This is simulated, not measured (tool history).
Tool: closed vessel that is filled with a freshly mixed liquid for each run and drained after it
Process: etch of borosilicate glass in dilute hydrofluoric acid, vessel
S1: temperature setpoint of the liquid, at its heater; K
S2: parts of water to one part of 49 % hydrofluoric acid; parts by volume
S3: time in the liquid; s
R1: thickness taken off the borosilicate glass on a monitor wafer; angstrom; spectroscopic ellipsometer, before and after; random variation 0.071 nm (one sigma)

| run | hour | S1 | S2 | S3 | R1 |
|---|---|---|---|---|---|
| 1 | 0.0 | 294.15 | 170 | 30 | 37.894 |
| 2 | 5.0 | 296.15 | 170 | 30 | 41.463 |
| 3 | 11.2 | 296.15 | 140 | 30 | 52.573 |
| 4 | 12.5 | 296.15 | 140 | 30 | 52.405 |
| 5 | 21.3 | 296.65 | 135 | 30 | 56.206 |
| 6 | 28.0 | 296.65 | 135 | 30 | 55.632 |
| 7 | 37.0 | 296.65 | 135 | 30 | 55.273 |
| 8 | 37.5 | 297.15 | 130 | 30 | 59.423 |
| 9 | 39.5 | 297.65 | 125 | 30 | 63.106 |
| 10 | 46.7 | 298.15 | 120 | 30 | 66.621 |
| 11 | 50.2 | 302.15 | 90 | 30 | 109.610 |

Forecast run 12:
| 12 | 58.9 | 301.65 | 90 | 30 | ? |

Run 12 gave R1 107.980 angstrom.

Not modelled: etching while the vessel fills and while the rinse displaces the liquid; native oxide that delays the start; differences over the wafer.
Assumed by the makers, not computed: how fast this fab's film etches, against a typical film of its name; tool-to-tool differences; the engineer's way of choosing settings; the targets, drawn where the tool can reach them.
